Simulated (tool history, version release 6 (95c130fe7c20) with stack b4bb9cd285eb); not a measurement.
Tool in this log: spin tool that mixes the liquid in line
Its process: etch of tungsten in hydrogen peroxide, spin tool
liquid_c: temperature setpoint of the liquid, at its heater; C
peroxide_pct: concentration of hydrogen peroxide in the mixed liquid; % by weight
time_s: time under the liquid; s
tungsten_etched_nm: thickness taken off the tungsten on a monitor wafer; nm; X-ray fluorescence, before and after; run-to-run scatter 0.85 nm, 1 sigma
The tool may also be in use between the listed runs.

| run | day | liquid_c | peroxide_pct | time_s | tungsten_etched_nm |
|---|---|---|---|---|---|
| 1 | 0 | 50 | 17 | 50 | 76.429 |
| 2 | 0.292 | 50 | 17 | 50 | 77.851 |
| 3 | 0.612 | 51.5 | 17 | 50 | 84.825 |
| 4 | 0.8 | 53 | 17 | 50 | 92.959 |
| 5 | 0.862 | 54 | 17 | 50 | 97.626 |
| 6 | 1.038 | 54 | 14.5 | 50 | 89.938 |
| 7 | 1.342 | 55 | 14.5 | 50 | 96.769 |
| 8 | 1.375 | 56 | 14.5 | 50 | 102.26 |

Predict the results of run 9:
| 9 | 1.521 | 56.5 | 14.5 | 50 | ? |

{"run 9": {"tungsten_etched_nm": 105.7}}

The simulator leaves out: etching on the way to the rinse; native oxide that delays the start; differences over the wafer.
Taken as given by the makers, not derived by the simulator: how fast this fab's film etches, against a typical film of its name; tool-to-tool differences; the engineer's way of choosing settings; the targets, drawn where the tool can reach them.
